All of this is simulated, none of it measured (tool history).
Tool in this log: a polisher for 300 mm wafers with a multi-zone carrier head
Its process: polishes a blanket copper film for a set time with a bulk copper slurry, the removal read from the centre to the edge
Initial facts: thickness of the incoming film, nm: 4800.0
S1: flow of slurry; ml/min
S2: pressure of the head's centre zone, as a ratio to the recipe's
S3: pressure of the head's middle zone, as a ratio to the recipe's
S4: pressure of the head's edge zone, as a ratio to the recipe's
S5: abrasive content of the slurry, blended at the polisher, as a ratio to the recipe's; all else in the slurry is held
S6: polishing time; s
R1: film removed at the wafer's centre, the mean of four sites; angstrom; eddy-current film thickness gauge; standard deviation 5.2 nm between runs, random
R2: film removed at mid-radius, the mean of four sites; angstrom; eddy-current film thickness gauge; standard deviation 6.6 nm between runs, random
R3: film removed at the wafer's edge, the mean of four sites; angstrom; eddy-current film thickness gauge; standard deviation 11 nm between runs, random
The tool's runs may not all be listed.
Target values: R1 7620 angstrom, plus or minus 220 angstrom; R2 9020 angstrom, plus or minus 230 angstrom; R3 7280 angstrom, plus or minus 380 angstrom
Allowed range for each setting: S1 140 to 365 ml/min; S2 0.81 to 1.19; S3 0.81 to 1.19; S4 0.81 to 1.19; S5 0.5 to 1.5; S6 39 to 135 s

run,hour,S1,S2,S3,S4,S5,S6,R1,R2,R3
1,0,235,1,1,1,1,87,5908.1,6135.1,5715.1
2,4.9,200,1,1,1,1,87,5810.1,6087.2,5880.7
3,11.3,200,1,0.91,1,1,87,5789,5600.8,5988.3
4,19.6,200,1.01,0.99,1.01,1.15,91,6222.3,6407.8,6181.4
5,23.4,200,0.97,0.99,1.01,1.15,91,6070.4,6378.6,6417
6,26.6,200,0.97,0.93,1.01,1.15,91,6085.2,6116.6,6218.7
7,32.8,265,1.01,1.03,0.91,1.4,97,7272,7597.2,6740.1
8,33.4,300,1.01,1.13,0.99,1.5,98,7535,8423.1,7270.6
9,37.8,305,1.01,1.15,0.98,1.5,98,7642.2,8583.9,7379.5
10,41.8,310,1,1.16,0.96,1.5,98,7594.7,8574.7,7443

Which one of the following 5 next-run settings gets every result inside its allowed miss? There is exactly one.
A,45.8,295,1.03,1.11,0.95,1.5,101,?,?,?
B,45.8,305,1,1.06,0.94,1.45,102,?,?,?
C,45.8,305,0.98,1.18,0.9,1.5,101,?,?,?
D,45.8,355,1,1.02,1.02,1.15,108,?,?,?
E,45.8,350,0.95,0.99,0.9,1.25,109,?,?,?

move,R1,R2,R3
A,8059.8,8576.5,7532.4
B,7870.9,8329.1,7538.3
C,7698.2,9028.2,7358.5
D,8064.2,8275.3,7995.9
E,7851.4,8301.7,7734.5
A: about the same distance from the targets as the last run
B: its largest miss is bigger than the last run's
C: each result inside its tolerance
D: its largest miss is bigger than the last run's
E: its largest miss is bigger than the last run's
Correct choice: C, which meets every target
